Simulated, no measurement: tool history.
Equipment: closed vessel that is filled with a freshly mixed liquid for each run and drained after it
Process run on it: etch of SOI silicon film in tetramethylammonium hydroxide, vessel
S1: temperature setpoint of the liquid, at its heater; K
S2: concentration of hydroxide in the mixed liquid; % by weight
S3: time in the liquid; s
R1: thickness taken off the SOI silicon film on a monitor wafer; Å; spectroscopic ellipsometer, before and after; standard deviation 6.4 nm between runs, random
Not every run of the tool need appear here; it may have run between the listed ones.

run,hour,S1,S2,S3,R1
1,0.0,344.15,19.0,100,5381.7
2,7.4,345.65,19.0,100,5946.5
3,16.3,341.15,19.0,100,4637.0
4,17.2,343.65,19.0,100,5260.6
5,20.6,338.65,19.0,100,3932.6
6,25.4,338.65,16.5,100,4130.6
7,30.9,341.65,16.5,100,4909.6
8,36.6,343.65,16.5,100,5678.4
9,41.5,344.65,16.5,100,6008.7
10,45.9,345.15,16.5,100,6110.4
11,49.5,345.65,16.5,100,6175.5

Forecast run 12:
12,53.5,346.15,16.5,100,?

R1: 6471.6 Å

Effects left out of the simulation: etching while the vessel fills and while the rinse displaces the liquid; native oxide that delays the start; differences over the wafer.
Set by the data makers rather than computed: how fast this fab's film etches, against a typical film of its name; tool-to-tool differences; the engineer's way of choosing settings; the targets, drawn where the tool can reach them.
